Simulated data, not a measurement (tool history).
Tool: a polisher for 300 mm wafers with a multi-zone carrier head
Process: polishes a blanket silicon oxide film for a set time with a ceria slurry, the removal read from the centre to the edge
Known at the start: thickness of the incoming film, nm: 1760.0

| run | hour | flow of slurry (ml/min) | pressure of the head's centre zone | pressure of the head's middle zone | pressure of the head's edge zone | polishing time (s) | film removed at the wafer's centre (angstrom) | film removed at mid-radius (angstrom) | film removed at the wafer's edge (angstrom) |
|---|---|---|---|---|---|---|---|---|---|
| 1 | 0.0 | 180 | 1.00 | 1.00 | 1.00 | 53 | 4179.2 | 4064.5 | 4291.7 |
| 2 | 6.9 | 180 | 0.93 | 1.00 | 1.00 | 53 | 3873.5 | 4046.8 | 4222.4 |
| 3 | 11.7 | 135 | 0.93 | 1.00 | 1.00 | 53 | 3677.4 | 3920.9 | 4037.2 |
| 4 | 15.4 | 165 | 0.97 | 1.02 | 1.01 | 53 | 4012.0 | 4102.8 | 4224.7 |
| 5 | 20.1 | 165 | 0.97 | 1.02 | 1.06 | 53 | 3959.2 | 4040.9 | 4269.1 |
| 6 | 21.4 | 185 | 0.99 | 1.04 | 1.07 | 53 | 4104.1 | 4336.0 | 4320.2 |
| 7 | 29.8 | 200 | 1.01 | 1.03 | 1.08 | 54 | 4374.3 | 4381.4 | 4501.0 |

Run 8 comes next. What will it give?
| 8 | 36.6 | 215 | 1.02 | 1.03 | 1.09 | 54 | ? | ? | ? |

film removed at the wafer's centre (angstrom): 4485.5
film removed at mid-radius (angstrom): 4407.7
film removed at the wafer's edge (angstrom): 4642.5
